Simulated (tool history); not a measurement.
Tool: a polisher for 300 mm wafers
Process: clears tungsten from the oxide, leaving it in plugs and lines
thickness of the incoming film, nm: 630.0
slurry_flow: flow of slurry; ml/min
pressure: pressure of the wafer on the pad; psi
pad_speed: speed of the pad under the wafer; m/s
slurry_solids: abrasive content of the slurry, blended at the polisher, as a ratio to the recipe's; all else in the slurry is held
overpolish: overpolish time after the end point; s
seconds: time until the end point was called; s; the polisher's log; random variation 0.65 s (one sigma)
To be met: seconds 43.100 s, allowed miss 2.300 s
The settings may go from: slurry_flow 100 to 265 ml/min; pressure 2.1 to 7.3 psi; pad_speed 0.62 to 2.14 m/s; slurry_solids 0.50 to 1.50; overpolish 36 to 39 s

| run | hour | slurry_flow | pressure | pad_speed | slurry_solids | overpolish | seconds |
|---|---|---|---|---|---|---|---|
| 1 | 0.0 | 170 | 4.7 | 1.38 | 1.00 | 36 | 65.038 |
| 2 | 6.5 | 170 | 4.7 | 1.38 | 1.15 | 36 | 62.061 |
| 3 | 13.4 | 170 | 3.6 | 1.38 | 1.15 | 36 | 75.866 |
| 4 | 17.3 | 170 | 4.2 | 1.40 | 1.15 | 36 | 66.328 |
| 5 | 25.5 | 170 | 3.6 | 1.40 | 1.15 | 36 | 74.021 |
| 6 | 33.6 | 170 | 4.2 | 1.42 | 1.15 | 36 | 66.688 |
| 7 | 37.3 | 170 | 4.7 | 1.44 | 1.15 | 36 | 61.142 |
| 8 | 43.2 | 170 | 5.1 | 1.46 | 1.15 | 36 | 56.326 |
| 9 | 47.4 | 170 | 5.4 | 1.48 | 1.15 | 36 | 51.659 |
| 10 | 54.3 | 170 | 5.6 | 1.48 | 1.15 | 36 | 50.164 |
| 11 | 57.0 | 170 | 5.8 | 1.48 | 1.15 | 36 | 48.537 |
| 12 | 62.6 | 170 | 5.8 | 1.48 | 1.15 | 36 | 48.948 |
| 13 | 66.3 | 170 | 6.0 | 1.48 | 1.15 | 36 | 48.487 |
| 14 | 69.4 | 170 | 6.2 | 1.48 | 1.15 | 36 | 47.028 |

Which of these 4 next moves meets every target?
| A | 72.5 | 170 | 6.2 | 1.30 | 1.15 | 36 | ? |
| B | 72.5 | 210 | 4.4 | 2.06 | 1.15 | 36 | ? |
| C | 72.5 | 150 | 5.6 | 1.46 | 1.20 | 39 | ? |
| D | 72.5 | 260 | 5.2 | 1.38 | 1.00 | 36 | ? |

| move | seconds |
|---|---|
| A | 52.164 |
| B | 42.626 |
| C | 50.688 |
| D | 56.667 |
A: further off than the last run
B: meets every target
C: further off than the last run
D: further off than the last run
Answer: B

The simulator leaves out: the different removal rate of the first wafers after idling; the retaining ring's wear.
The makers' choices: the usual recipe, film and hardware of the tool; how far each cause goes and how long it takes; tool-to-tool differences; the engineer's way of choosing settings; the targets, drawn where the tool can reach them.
